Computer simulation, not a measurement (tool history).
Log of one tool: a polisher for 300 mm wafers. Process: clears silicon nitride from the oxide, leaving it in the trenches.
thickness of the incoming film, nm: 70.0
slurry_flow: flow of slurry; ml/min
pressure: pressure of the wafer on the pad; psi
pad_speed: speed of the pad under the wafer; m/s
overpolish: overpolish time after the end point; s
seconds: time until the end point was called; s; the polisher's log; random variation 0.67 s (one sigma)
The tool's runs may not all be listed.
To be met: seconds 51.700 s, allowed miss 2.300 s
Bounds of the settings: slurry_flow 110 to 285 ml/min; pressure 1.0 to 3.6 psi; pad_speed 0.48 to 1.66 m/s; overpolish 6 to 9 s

Run 1, hour 0.0: slurry_flow 180 ml/min, pressure 2.3 psi, pad_speed 1.06 m/s, overpolish 9 s. Result: seconds 80.206 s.
Run 2, hour 6.5: slurry_flow 180 ml/min, pressure 2.3 psi, pad_speed 1.06 m/s, overpolish 9 s. Result: seconds 78.909 s.
Run 3, hour 10.0: slurry_flow 180 ml/min, pressure 2.5 psi, pad_speed 1.06 m/s, overpolish 9 s. Result: seconds 72.332 s.
Run 4, hour 12.0: slurry_flow 180 ml/min, pressure 2.5 psi, pad_speed 1.18 m/s, overpolish 9 s. Result: seconds 66.892 s.
Run 5, hour 13.6: slurry_flow 180 ml/min, pressure 2.1 psi, pad_speed 1.18 m/s, overpolish 9 s. Result: seconds 78.251 s.
Run 6, hour 16.0: slurry_flow 180 ml/min, pressure 2.3 psi, pad_speed 1.18 m/s, overpolish 9 s. Result: seconds 72.768 s.
Run 7, hour 19.0: slurry_flow 180 ml/min, pressure 2.5 psi, pad_speed 1.18 m/s, overpolish 9 s. Result: seconds 67.478 s.
Run 8, hour 20.1: slurry_flow 180 ml/min, pressure 2.7 psi, pad_speed 1.18 m/s, overpolish 9 s. Result: seconds 61.824 s.
Run 9, hour 26.0: slurry_flow 180 ml/min, pressure 2.8 psi, pad_speed 1.18 m/s, overpolish 9 s. Result: seconds 59.865 s.
Run 10, hour 27.3: slurry_flow 180 ml/min, pressure 2.9 psi, pad_speed 1.18 m/s, overpolish 9 s. Result: seconds 58.833 s.
Run 11, hour 33.8: slurry_flow 180 ml/min, pressure 3.0 psi, pad_speed 1.18 m/s, overpolish 9 s. Result: seconds 55.680 s.
Run 12, hour 35.3: slurry_flow 180 ml/min, pressure 3.1 psi, pad_speed 1.18 m/s, overpolish 9 s. Result: seconds 54.228 s.

Which of these 5 next moves meets every target?
Run A, hour 36.8: slurry_flow 190 ml/min, pressure 3.0 psi, pad_speed 1.10 m/s, overpolish 8 s. Result: seconds ?.
Run B, hour 36.8: slurry_flow 195 ml/min, pressure 2.9 psi, pad_speed 1.18 m/s, overpolish 6 s. Result: seconds ?.
Run C, hour 36.8: slurry_flow 185 ml/min, pressure 3.4 psi, pad_speed 1.14 m/s, overpolish 9 s. Result: seconds ?.
Run D, hour 36.8: slurry_flow 180 ml/min, pressure 3.1 psi, pad_speed 1.12 m/s, overpolish 6 s. Result: seconds ?.
Run E, hour 36.8: slurry_flow 155 ml/min, pressure 3.0 psi, pad_speed 1.24 m/s, overpolish 8 s. Result: seconds ?.

move  seconds
   A   58.856
   B   57.690
   C   50.881
   D   56.556
   E   55.010
A: further off than the last run
B: further off than the last run
C: meets every target
D: further off than the last run
E: further off than the last run
The right move is C.
